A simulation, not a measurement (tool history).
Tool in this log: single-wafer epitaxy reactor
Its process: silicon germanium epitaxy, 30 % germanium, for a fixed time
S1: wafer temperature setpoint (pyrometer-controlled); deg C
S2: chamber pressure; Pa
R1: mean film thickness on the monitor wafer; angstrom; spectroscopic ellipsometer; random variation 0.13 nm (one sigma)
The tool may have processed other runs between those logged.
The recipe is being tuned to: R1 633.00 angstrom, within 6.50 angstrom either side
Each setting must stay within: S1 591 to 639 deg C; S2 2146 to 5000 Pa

Run 1, hour 0.0: S1 615 deg C, S2 3573 Pa. Result: R1 887.53 angstrom.
Run 2, hour 4.6: S1 612 deg C, S2 3573 Pa. Result: R1 836.59 angstrom.
Run 3, hour 9.2: S1 610 deg C, S2 3573 Pa. Result: R1 803.34 angstrom.
Run 4, hour 12.3: S1 610 deg C, S2 2946 Pa. Result: R1 730.88 angstrom.
Run 5, hour 16.6: S1 610 deg C, S2 3373 Pa. Result: R1 782.80 angstrom.
Run 6, hour 17.1: S1 610 deg C, S2 3093 Pa. Result: R1 745.83 angstrom.
Run 7, hour 21.3: S1 609 deg C, S2 3093 Pa. Result: R1 733.95 angstrom.
Run 8, hour 22.0: S1 608 deg C, S2 3093 Pa. Result: R1 718.59 angstrom.
Run 9, hour 30.2: S1 607 deg C, S2 3093 Pa. Result: R1 703.45 angstrom.
Run 10, hour 35.5: S1 606 deg C, S2 3093 Pa. Result: R1 689.55 angstrom.
Run 11, hour 44.3: S1 600 deg C, S2 3093 Pa. Result: R1 609.35 angstrom.
Run 12, hour 51.7: S1 601 deg C, S2 3093 Pa. Result: R1 623.83 angstrom.

Next run, 4 choices. One meets every target within its allowed miss, the rest don't. Which?
Run A, hour 59.1: S1 602 deg C, S2 3040 Pa. Result: R1 ?.
Run B, hour 59.1: S1 602 deg C, S2 2826 Pa. Result: R1 ?.
Run C, hour 59.1: S1 597 deg C, S2 3560 Pa. Result: R1 ?.
Run D, hour 59.1: S1 601 deg C, S2 3040 Pa. Result: R1 ?.

move      R1
   A  628.79
   B  606.95
   C  610.34
   D  615.82
A: in spec on every target
B: further off than the last run
C: further off than the last run
D: further off than the last run
So the answer is move A, the one that meets all the targets.

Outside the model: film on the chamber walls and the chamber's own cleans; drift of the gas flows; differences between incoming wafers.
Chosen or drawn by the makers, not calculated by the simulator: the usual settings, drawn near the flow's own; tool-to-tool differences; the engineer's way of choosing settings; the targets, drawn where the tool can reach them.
